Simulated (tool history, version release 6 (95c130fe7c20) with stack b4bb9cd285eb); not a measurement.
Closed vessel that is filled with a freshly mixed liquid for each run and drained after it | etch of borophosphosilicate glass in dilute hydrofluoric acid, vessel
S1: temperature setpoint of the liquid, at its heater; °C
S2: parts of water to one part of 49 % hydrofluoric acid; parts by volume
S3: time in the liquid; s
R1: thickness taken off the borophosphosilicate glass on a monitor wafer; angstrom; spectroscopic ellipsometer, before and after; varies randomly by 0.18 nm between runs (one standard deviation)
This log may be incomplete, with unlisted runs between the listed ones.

{"run": 1, "hour": 0.0, "S1": 20.0, "S2": 170, "S3": 245, "R1": 289.93}
{"run": 2, "hour": 5.3, "S1": 18.5, "S2": 170, "S3": 245, "R1": 278.94}
{"run": 3, "hour": 8.5, "S1": 18.0, "S2": 185, "S3": 245, "R1": 244.76}
{"run": 4, "hour": 13.3, "S1": 18.0, "S2": 160, "S3": 245, "R1": 292.01}
{"run": 5, "hour": 19.7, "S1": 20.0, "S2": 160, "S3": 245, "R1": 313.4}
{"run": 6, "hour": 25.6, "S1": 20.0, "S2": 190, "S3": 245, "R1": 252.38}

Forecast run 7:
{"run": 7, "hour": 31.0, "S1": 19.0, "S2": 195, "S3": 245, "R1": "?"}

Logged for run 7: R1 241.28 angstrom.

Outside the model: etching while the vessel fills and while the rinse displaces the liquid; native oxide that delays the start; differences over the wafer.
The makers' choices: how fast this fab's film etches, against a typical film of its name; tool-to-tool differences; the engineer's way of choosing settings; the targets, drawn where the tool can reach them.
